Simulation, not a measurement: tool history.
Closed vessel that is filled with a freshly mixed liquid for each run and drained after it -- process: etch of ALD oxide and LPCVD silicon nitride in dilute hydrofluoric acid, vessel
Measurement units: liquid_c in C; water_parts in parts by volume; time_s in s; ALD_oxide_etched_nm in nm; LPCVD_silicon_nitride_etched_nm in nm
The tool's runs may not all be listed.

run	hour	liquid_c	water_parts	time_s	ALD_oxide_etched_nm	LPCVD_silicon_nitride_etched_nm
1	0	24	235	130	8.0701	0.30651
2	0.9	21	235	130	7.2393	0.2207
3	4.7	21	235	100	5.5766	0.2166
4	9.4	20.5	240	100	5.3395	0.22409
5	17	17.5	240	100	4.7237	0.16168
6	21.2	17.5	245	100	4.6529	0.17313

Run 7 is up next; what results do you expect?
7	30	17.5	245	100	?	?

{"run 7": {"ALD_oxide_etched_nm": 4.6433, "LPCVD_silicon_nitride_etched_nm": 0.14573}}
